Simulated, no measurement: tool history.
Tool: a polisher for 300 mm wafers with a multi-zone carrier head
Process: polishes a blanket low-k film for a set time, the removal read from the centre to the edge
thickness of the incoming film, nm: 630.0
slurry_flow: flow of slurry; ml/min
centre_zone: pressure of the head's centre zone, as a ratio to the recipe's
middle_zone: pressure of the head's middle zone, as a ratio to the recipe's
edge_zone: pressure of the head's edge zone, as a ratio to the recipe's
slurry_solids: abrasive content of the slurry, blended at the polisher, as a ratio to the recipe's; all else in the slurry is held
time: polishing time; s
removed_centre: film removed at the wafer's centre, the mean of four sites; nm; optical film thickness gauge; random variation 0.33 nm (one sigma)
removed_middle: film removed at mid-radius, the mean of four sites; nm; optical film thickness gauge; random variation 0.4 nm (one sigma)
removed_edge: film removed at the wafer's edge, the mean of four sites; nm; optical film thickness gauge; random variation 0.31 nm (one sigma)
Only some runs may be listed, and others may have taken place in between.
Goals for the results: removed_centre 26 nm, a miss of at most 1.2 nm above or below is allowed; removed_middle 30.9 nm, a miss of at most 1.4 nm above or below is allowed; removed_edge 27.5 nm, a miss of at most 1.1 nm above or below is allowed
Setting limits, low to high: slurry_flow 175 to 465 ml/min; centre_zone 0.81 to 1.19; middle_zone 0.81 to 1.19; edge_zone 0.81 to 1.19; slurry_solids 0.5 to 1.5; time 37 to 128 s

Run 1, day 0: slurry_flow 295 ml/min, centre_zone 1, middle_zone 1, edge_zone 1, slurry_solids 1, time 82 s. Result: removed_centre 33.216 nm, removed_middle 33.011 nm, removed_edge 32.723 nm.
Run 2, day 0.062: slurry_flow 295 ml/min, centre_zone 0.97, middle_zone 1.01, edge_zone 0.98, slurry_solids 0.95, time 82 s. Result: removed_centre 31.889 nm, removed_middle 32.768 nm, removed_edge 31.835 nm.
Run 3, day 0.233: slurry_flow 295 ml/min, centre_zone 0.97, middle_zone 1.01, edge_zone 0.98, slurry_solids 0.95, time 71 s. Result: removed_centre 27.367 nm, removed_middle 28.109 nm, removed_edge 27.59 nm.
Run 4, day 0.575: slurry_flow 295 ml/min, centre_zone 0.96, middle_zone 1.03, edge_zone 0.98, slurry_solids 0.95, time 71 s. Result: removed_centre 27.881 nm, removed_middle 28.156 nm, removed_edge 28.311 nm.
Run 5, day 0.908: slurry_flow 295 ml/min, centre_zone 0.93, middle_zone 1.05, edge_zone 0.94, slurry_solids 0.9, time 72 s. Result: removed_centre 26.206 nm, removed_middle 28.939 nm, removed_edge 27.363 nm.
Run 6, day 0.979: slurry_flow 295 ml/min, centre_zone 0.93, middle_zone 0.97, edge_zone 0.94, slurry_solids 0.9, time 72 s. Result: removed_centre 26.3 nm, removed_middle 28.341 nm, removed_edge 27.216 nm.
Run 7, day 1.229: slurry_flow 295 ml/min, centre_zone 0.92, middle_zone 0.98, edge_zone 0.92, slurry_solids 0.9, time 72 s. Result: removed_centre 26.215 nm, removed_middle 27.943 nm, removed_edge 26.47 nm.
Run 8, day 1.271: slurry_flow 300 ml/min, centre_zone 0.9, middle_zone 1, edge_zone 0.91, slurry_solids 0.9, time 72 s. Result: removed_centre 25.625 nm, removed_middle 28.132 nm, removed_edge 27.058 nm.
Run 9, day 1.542: slurry_flow 290 ml/min, centre_zone 0.89, middle_zone 1.03, edge_zone 0.89, slurry_solids 0.9, time 73 s. Result: removed_centre 26.122 nm, removed_middle 29.451 nm, removed_edge 27.088 nm.
Run 10, day 1.629: slurry_flow 290 ml/min, centre_zone 0.88, middle_zone 1.04, edge_zone 0.88, slurry_solids 0.9, time 73 s. Result: removed_centre 25.325 nm, removed_middle 28.301 nm, removed_edge 26.413 nm.

Consider the 5 candidate settings below. Which is the only one whose results all fall within their allowed miss of target?
Run A, day 1.717: slurry_flow 305 ml/min, centre_zone 0.81, middle_zone 1.15, edge_zone 0.81, slurry_solids 0.6, time 79 s. Result: removed_centre ?, removed_middle ?, removed_edge ?.
Run B, day 1.717: slurry_flow 295 ml/min, centre_zone 0.88, middle_zone 0.97, edge_zone 0.91, slurry_solids 1, time 71 s. Result: removed_centre ?, removed_middle ?, removed_edge ?.
Run C, day 1.717: slurry_flow 310 ml/min, centre_zone 0.92, middle_zone 1.17, edge_zone 0.97, slurry_solids 1.2, time 65 s. Result: removed_centre ?, removed_middle ?, removed_edge ?.
Run D, day 1.717: slurry_flow 310 ml/min, centre_zone 0.95, middle_zone 1.04, edge_zone 0.81, slurry_solids 0.75, time 72 s. Result: removed_centre ?, removed_middle ?, removed_edge ?.
Run E, day 1.717: slurry_flow 245 ml/min, centre_zone 0.81, middle_zone 1.1, edge_zone 0.82, slurry_solids 0.5, time 87 s. Result: removed_centre ?, removed_middle ?, removed_edge ?.

move  removed_centre  removed_middle  removed_edge
   A            22.8          30.571        25.551
   B          25.371          28.301         27.65
   C          25.685          30.578        27.459
   D          25.864          27.783        24.704
   E          23.467          30.701        26.656
A: corrects the largest miss of the last run, while another result sits out of spec
B: about as far from the targets as the last run
C: all results in spec
D: moves away from the targets compared with the last run
E: corrects the largest miss of the last run, while another result sits out of spec
The move that meets every target is C.
